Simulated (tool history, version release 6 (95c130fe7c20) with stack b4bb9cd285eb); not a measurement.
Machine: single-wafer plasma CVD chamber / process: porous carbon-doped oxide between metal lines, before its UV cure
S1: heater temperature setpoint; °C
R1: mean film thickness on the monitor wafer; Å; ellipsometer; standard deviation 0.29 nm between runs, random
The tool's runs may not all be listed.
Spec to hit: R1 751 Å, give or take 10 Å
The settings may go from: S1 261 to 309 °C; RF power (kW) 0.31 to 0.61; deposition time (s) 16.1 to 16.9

{"run": 1, "hour": 0.0, "S1": 285, "RF power (kW)": 0.46, "deposition time (s)": 16.9, "R1": 890.18}
{"run": 2, "hour": 6.0, "S1": 285, "RF power (kW)": 0.52, "deposition time (s)": 16.9, "R1": 950.52}
{"run": 3, "hour": 12.5, "S1": 278, "RF power (kW)": 0.52, "deposition time (s)": 16.9, "R1": 1005.5}
{"run": 4, "hour": 14.4, "S1": 284, "RF power (kW)": 0.51, "deposition time (s)": 16.9, "R1": 953.6}
{"run": 5, "hour": 22.6, "S1": 284, "RF power (kW)": 0.565, "deposition time (s)": 16.9, "R1": 1006.6}
{"run": 6, "hour": 29.2, "S1": 284, "RF power (kW)": 0.51, "deposition time (s)": 16.9, "R1": 951.15}
{"run": 7, "hour": 31.3, "S1": 296, "RF power (kW)": 0.435, "deposition time (s)": 16.7, "R1": 786.99}
{"run": 8, "hour": 32.5, "S1": 297, "RF power (kW)": 0.435, "deposition time (s)": 16.7, "R1": 780.11}
{"hour": 33.0, "done": "RF generator calibrated"}
{"run": 9, "hour": 33.0, "S1": 298, "RF power (kW)": 0.435, "deposition time (s)": 16.7, "R1": 805.12}

Of the 5 settings listed for the next run, only one would bring every result within its allowed miss of target. Which one?
{"run": "A", "hour": 33.5, "S1": 299, "RF power (kW)": 0.42, "deposition time (s)": 16.1, "R1": "?"}
{"run": "B", "hour": 33.5, "S1": 299, "RF power (kW)": 0.38, "deposition time (s)": 16.5, "R1": "?"}
{"run": "C", "hour": 33.5, "S1": 303, "RF power (kW)": 0.41, "deposition time (s)": 16.2, "R1": "?"}
{"run": "D", "hour": 33.5, "S1": 300, "RF power (kW)": 0.39, "deposition time (s)": 16.3, "R1": "?"}
{"run": "E", "hour": 33.5, "S1": 304, "RF power (kW)": 0.415, "deposition time (s)": 16.1, "R1": "?"}

move=A R1=752.49
move=B R1=725.17
move=C R1=727.25
move=D R1=723.34
move=E R1=723.73
A: meets every target
B: carries the result that was furthest off beyond its target, to the other side
C: carries the result that was furthest off beyond its target, to the other side
D: carries the result that was furthest off beyond its target, to the other side
E: carries the result that was furthest off beyond its target, to the other side
The right move is A.
